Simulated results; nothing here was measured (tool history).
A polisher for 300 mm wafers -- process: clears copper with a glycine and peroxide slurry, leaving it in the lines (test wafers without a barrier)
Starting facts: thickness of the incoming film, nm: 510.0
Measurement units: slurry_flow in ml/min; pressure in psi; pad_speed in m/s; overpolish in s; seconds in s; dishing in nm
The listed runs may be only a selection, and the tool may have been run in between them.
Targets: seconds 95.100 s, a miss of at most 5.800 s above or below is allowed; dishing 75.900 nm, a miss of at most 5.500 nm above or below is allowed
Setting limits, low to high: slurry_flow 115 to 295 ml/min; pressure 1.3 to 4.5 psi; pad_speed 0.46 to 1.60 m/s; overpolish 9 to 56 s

run,day,slurry_flow,pressure,pad_speed,overpolish,seconds,dishing
1,0.000,190,2.9,1.02,29,94.254,101.860
2,0.258,190,2.9,0.86,29,103.080,93.873
3,0.629,190,2.9,0.86,27,106.630,91.819
4,0.667,190,2.9,0.78,27,115.110,86.798
5,0.804,190,2.9,0.88,27,101.980,91.163
6,0.958,190,2.9,0.88,25,101.600,87.911
7,1.267,190,2.9,0.88,24,101.970,83.468
8,1.592,190,2.9,0.88,23,104.490,80.575

Of the 4 settings listed for the next run, only one would bring every result within its allowed miss of target. Which one?
A,1.917,215,3.0,0.88,26,?,?
B,1.917,195,3.0,0.98,23,?,?
C,1.917,195,2.8,1.02,19,?,?
D,1.917,200,3.0,0.80,28,?,?

move,seconds,dishing
A,96.667,87.309
B,89.330,84.159
C,90.071,71.820
D,105.150,86.990
A: brings the result that was furthest off to its target, and leaves another outside
B: brings the result that was furthest off to its target, and leaves another outside
C: hits every target within its allowed miss
D: lands further from the targets than the last run did
The right move is C.

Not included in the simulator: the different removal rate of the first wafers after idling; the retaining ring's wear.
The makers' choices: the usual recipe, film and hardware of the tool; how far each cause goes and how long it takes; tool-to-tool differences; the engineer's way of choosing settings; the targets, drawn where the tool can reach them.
